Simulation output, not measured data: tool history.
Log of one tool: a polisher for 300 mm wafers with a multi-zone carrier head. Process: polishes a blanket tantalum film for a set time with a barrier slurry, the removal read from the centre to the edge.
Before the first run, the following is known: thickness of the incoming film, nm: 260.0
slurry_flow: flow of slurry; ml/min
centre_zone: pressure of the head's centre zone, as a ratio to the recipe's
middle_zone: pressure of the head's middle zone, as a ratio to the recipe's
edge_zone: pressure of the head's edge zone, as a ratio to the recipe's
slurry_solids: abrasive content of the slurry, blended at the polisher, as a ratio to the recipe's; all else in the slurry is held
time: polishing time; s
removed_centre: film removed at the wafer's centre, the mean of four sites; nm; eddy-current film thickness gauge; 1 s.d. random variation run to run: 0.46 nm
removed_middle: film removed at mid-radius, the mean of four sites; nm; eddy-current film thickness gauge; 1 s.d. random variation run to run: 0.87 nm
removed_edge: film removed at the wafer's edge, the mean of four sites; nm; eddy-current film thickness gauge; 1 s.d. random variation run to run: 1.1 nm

{"run": 1, "day": 0.0, "slurry_flow": 125, "centre_zone": 1.0, "middle_zone": 1.0, "edge_zone": 1.0, "slurry_solids": 1.0, "time": 40, "removed_centre": 105.68, "removed_middle": 106.1, "removed_edge": 104.44}
{"run": 2, "day": 0.371, "slurry_flow": 125, "centre_zone": 1.0, "middle_zone": 1.0, "edge_zone": 1.0, "slurry_solids": 1.0, "time": 46, "removed_centre": 120.17, "removed_middle": 122.43, "removed_edge": 118.7}
{"run": 3, "day": 0.621, "slurry_flow": 125, "centre_zone": 1.0, "middle_zone": 0.92, "edge_zone": 1.0, "slurry_solids": 1.0, "time": 46, "removed_centre": 121.09, "removed_middle": 114.84, "removed_edge": 115.91}
{"run": 4, "day": 0.729, "slurry_flow": 120, "centre_zone": 0.97, "middle_zone": 0.91, "edge_zone": 1.0, "slurry_solids": 0.9, "time": 46, "removed_centre": 112.28, "removed_middle": 110.13, "removed_edge": 112.12}
{"run": 5, "day": 1.033, "slurry_flow": 115, "centre_zone": 0.95, "middle_zone": 0.9, "edge_zone": 1.0, "slurry_solids": 0.85, "time": 46, "removed_centre": 109.1, "removed_middle": 107.92, "removed_edge": 111.43}
{"run": 6, "day": 1.112, "slurry_flow": 110, "centre_zone": 0.93, "middle_zone": 0.89, "edge_zone": 0.99, "slurry_solids": 0.8, "time": 45, "removed_centre": 100.54, "removed_middle": 103.18, "removed_edge": 105.73}
{"run": 7, "day": 1.438, "slurry_flow": 105, "centre_zone": 0.92, "middle_zone": 0.88, "edge_zone": 0.99, "slurry_solids": 0.75, "time": 44, "removed_centre": 94.721, "removed_middle": 97.291, "removed_edge": 100.47}
{"run": 8, "day": 1.746, "slurry_flow": 100, "centre_zone": 0.91, "middle_zone": 0.87, "edge_zone": 0.99, "slurry_solids": 0.7, "time": 44, "removed_centre": 90.766, "removed_middle": 91.226, "removed_edge": 100.52}
{"run": 9, "day": 1.796, "slurry_flow": 95, "centre_zone": 0.9, "middle_zone": 0.86, "edge_zone": 0.97, "slurry_solids": 0.65, "time": 44, "removed_centre": 85.494, "removed_middle": 88.929, "removed_edge": 94.284}
{"run": 10, "day": 1.838, "slurry_flow": 90, "centre_zone": 0.89, "middle_zone": 0.85, "edge_zone": 0.96, "slurry_solids": 0.65, "time": 44, "removed_centre": 85.429, "removed_middle": 85.65, "removed_edge": 94.536}

Run 11, settings as shown, results not yet in. Your forecast:
{"run": 11, "day": 2.017, "slurry_flow": 80, "centre_zone": 0.81, "middle_zone": 0.89, "edge_zone": 0.92, "slurry_solids": 0.5, "time": 43, "removed_centre": "?", "removed_middle": "?", "removed_edge": "?"}

removed_centre: 66.484 nm
removed_middle: 79.014 nm
removed_edge: 81.554 nm
